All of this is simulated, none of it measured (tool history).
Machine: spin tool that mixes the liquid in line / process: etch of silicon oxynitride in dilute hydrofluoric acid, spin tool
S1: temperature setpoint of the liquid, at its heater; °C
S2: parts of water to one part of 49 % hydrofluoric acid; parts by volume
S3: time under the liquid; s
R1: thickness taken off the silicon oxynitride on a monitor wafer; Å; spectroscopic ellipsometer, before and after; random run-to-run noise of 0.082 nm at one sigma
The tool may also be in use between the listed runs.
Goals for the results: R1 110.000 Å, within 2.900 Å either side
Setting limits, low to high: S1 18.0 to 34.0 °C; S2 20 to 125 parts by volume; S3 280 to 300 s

run,hour,S1,S2,S3,R1
1,0.0,26.0,70,280,62.704
2,3.9,28.5,65,280,77.069
3,10.9,30.0,65,280,82.061
4,13.9,31.0,65,280,84.645
5,14.5,31.0,75,280,73.351
6,17.3,33.5,75,280,82.295
7,22.6,33.5,70,280,88.476
8,23.6,33.5,65,280,96.771
9,29.9,33.5,65,280,96.630
10,37.7,34.0,55,280,116.490
11,39.7,33.5,55,280,113.350

Exercise: of the 5 proposed moves below, exactly one satisfies all targets within the stated allowed misses. Which move is it?
A,41.7,32.0,50,280,?
B,41.7,30.5,50,300,?
C,41.7,31.5,50,280,?
D,41.7,34.0,60,290,?
E,41.7,34.0,55,280,?

move,R1
A,117.770
B,117.750
C,115.100
D,110.010
E,116.570
A: lands further from the targets than the last run did
B: lands further from the targets than the last run did
C: lands further from the targets than the last run did
D: meets every target
E: lands further from the targets than the last run did
Go with D: it meets all targets.
